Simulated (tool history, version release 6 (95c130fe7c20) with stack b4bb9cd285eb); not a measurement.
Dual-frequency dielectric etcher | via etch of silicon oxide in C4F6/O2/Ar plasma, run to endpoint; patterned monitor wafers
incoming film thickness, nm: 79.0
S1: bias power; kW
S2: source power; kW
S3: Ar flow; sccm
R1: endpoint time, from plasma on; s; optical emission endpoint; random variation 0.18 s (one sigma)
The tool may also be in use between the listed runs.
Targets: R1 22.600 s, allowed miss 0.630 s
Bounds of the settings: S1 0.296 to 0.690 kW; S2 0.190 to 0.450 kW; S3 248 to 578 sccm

{"run": 1, "hour": 0.0, "S1": 0.493, "S2": 0.32, "S3": 413, "R1": 19.881}
{"run": 2, "hour": 6.5, "S1": 0.457, "S2": 0.31, "S3": 416, "R1": 20.361}
{"run": 3, "hour": 15.4, "S1": 0.457, "S2": 0.31, "S3": 374, "R1": 20.304}
{"run": 4, "hour": 22.2, "S1": 0.457, "S2": 0.31, "S3": 335, "R1": 20.285}
{"run": 5, "hour": 28.0, "S1": 0.5, "S2": 0.31, "S3": 335, "R1": 19.617}
{"run": 6, "hour": 36.7, "S1": 0.456, "S2": 0.31, "S3": 335, "R1": 20.115}
{"run": 7, "hour": 41.3, "S1": 0.425, "S2": 0.3, "S3": 340, "R1": 20.904}
{"run": 8, "hour": 49.7, "S1": 0.402, "S2": 0.29, "S3": 342, "R1": 21.389}

Which of these 4 next moves meets every target?
{"run": "A", "hour": 58.1, "S1": 0.355, "S2": 0.24, "S3": 316, "R1": "?"}
{"run": "B", "hour": 58.1, "S1": 0.51, "S2": 0.31, "S3": 338, "R1": "?"}
{"run": "C", "hour": 58.1, "S1": 0.355, "S2": 0.29, "S3": 355, "R1": "?"}
{"run": "D", "hour": 58.1, "S1": 0.398, "S2": 0.31, "S3": 311, "R1": "?"}

move=A R1=24.458
move=B R1=19.506
move=C R1=22.453
move=D R1=20.737
A: takes the result that was furthest off past its target
B: further off than the last run
C: meets every target
D: further off than the last run
The right move is C.
